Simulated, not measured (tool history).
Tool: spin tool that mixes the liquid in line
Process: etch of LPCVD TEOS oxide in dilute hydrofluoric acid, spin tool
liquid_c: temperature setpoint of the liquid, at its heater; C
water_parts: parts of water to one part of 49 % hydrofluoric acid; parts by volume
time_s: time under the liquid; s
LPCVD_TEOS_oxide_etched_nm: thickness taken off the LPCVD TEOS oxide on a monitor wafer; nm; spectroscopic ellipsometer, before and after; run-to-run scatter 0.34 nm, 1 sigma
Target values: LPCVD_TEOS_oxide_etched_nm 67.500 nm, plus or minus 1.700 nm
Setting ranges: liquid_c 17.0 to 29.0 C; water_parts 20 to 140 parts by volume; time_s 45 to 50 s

run	hour	liquid_c	water_parts	time_s	LPCVD_TEOS_oxide_etched_nm
1	0.0	21.0	75	45	26.923
2	2.0	21.0	75	50	29.722
3	9.0	21.0	95	50	22.905
4	16.9	23.5	75	50	32.797
5	20.8	23.5	90	50	27.070
6	22.4	21.0	90	50	24.670
7	29.9	23.5	70	50	35.594
8	33.0	25.5	60	50	45.718
9	36.6	26.5	55	50	52.112
10	42.8	27.5	50	50	59.872
11	48.8	28.0	50	50	61.007
12	53.4	28.5	50	50	62.727
13	57.0	29.0	50	50	63.586

Exercise: of the 4 proposed moves below, exactly one satisfies all targets within the stated allowed misses. Which move is it?
A	60.6	28.5	50	50	?
B	60.6	27.5	45	50	?
C	60.6	29.0	55	50	?
D	60.6	26.5	45	45	?

move	LPCVD_TEOS_oxide_etched_nm
A	62.548
B	67.268
C	57.568
D	58.146
A: the biggest miss grows against the last run
B: each result inside its tolerance
C: the biggest miss grows against the last run
D: the biggest miss grows against the last run
Go with B: it meets all targets.
